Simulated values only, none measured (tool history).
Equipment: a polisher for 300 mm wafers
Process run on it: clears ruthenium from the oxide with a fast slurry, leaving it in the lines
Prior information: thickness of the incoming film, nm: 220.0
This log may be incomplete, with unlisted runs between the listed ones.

run  hour  flow of slurry (ml/min)  pressure of the wafer on the pad (kPa)  speed of the pad under the wafer (m/s)  abrasive content of the slurry  overpolish time after the end point (s)  time until the end point was called (s)  dishing of a wide line in a test structure (angstrom)
  1     0                      125                                    17.9                                    1.24                               1                                       18                                   43.143                                                 685.55
  2   1.8                      150                                    17.9                                    1.24                               1                                       18                                   42.688                                                 697.52
  3   7.5                      150                                    19.3                                    1.24                               1                                       19                                   40.016                                                 801.06
  4   9.2                      120                                    19.3                                    1.24                               1                                       19                                   41.286                                                 721.91
  5  14.9                      125                                    20.7                                    1.26                               1                                       20                                   38.161                                                 817.68
  6  22.8                      130                                    21.4                                    1.28                               1                                       21                                    36.04                                                 889.98

Run 7, settings as shown, results not yet in. Your forecast:
  7  27.5                      140                                    26.2                                     1.3                               1                                       27                                        ?                                                      ?

time until the end point was called (s): 29.025
dishing of a wide line in a test structure (angstrom): 1265.8

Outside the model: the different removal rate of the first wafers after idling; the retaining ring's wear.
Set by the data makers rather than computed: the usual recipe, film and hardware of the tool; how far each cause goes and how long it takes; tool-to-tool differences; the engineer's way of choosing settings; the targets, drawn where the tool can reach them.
